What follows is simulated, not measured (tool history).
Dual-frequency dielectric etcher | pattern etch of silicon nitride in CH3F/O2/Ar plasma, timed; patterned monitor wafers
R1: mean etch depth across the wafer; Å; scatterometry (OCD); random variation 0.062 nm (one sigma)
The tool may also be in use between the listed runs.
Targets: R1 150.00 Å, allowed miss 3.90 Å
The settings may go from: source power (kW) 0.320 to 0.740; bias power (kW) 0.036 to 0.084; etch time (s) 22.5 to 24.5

Run 1, hour 0.0: source power (kW) 0.530, bias power (kW) 0.060, etch time (s) 24.5. Result: R1 183.71 Å.
Run 2, hour 5.4: source power (kW) 0.480, bias power (kW) 0.056, etch time (s) 24.0. Result: R1 168.66 Å.
Run 3, hour 8.0: source power (kW) 0.480, bias power (kW) 0.065, etch time (s) 24.0. Result: R1 177.66 Å.
Run 4, hour 14.2: source power (kW) 0.440, bias power (kW) 0.063, etch time (s) 24.0. Result: R1 169.64 Å.
Run 5, hour 15.6: source power (kW) 0.410, bias power (kW) 0.061, etch time (s) 24.0. Result: R1 161.10 Å.
Run 6, hour 17.3: source power (kW) 0.450, bias power (kW) 0.061, etch time (s) 24.0. Result: R1 168.83 Å.
Run 7, hour 20.8: source power (kW) 0.420, bias power (kW) 0.060, etch time (s) 24.0. Result: R1 162.61 Å.
Run 8, hour 29.6: source power (kW) 0.400, bias power (kW) 0.059, etch time (s) 24.0. Result: R1 159.09 Å.

Which of these 5 next moves meets every target?
Run A, hour 38.4: source power (kW) 0.340, bias power (kW) 0.062, etch time (s) 22.5. Result: R1 ?.
Run B, hour 38.4: source power (kW) 0.380, bias power (kW) 0.055, etch time (s) 22.5. Result: R1 ?.
Run C, hour 38.4: source power (kW) 0.320, bias power (kW) 0.059, etch time (s) 23.5. Result: R1 ?.
Run D, hour 38.4: source power (kW) 0.430, bias power (kW) 0.066, etch time (s) 22.5. Result: R1 ?.
Run E, hour 38.4: source power (kW) 0.460, bias power (kW) 0.041, etch time (s) 24.0. Result: R1 ?.

move      R1
   A  139.94
   B  141.56
   C  140.01
   D  158.20
   E  150.84
A: takes the result that was furthest off past its target
B: takes the result that was furthest off past its target
C: takes the result that was furthest off past its target
D: nearer than the last run, and not there yet
E: meets every target
Answer: E
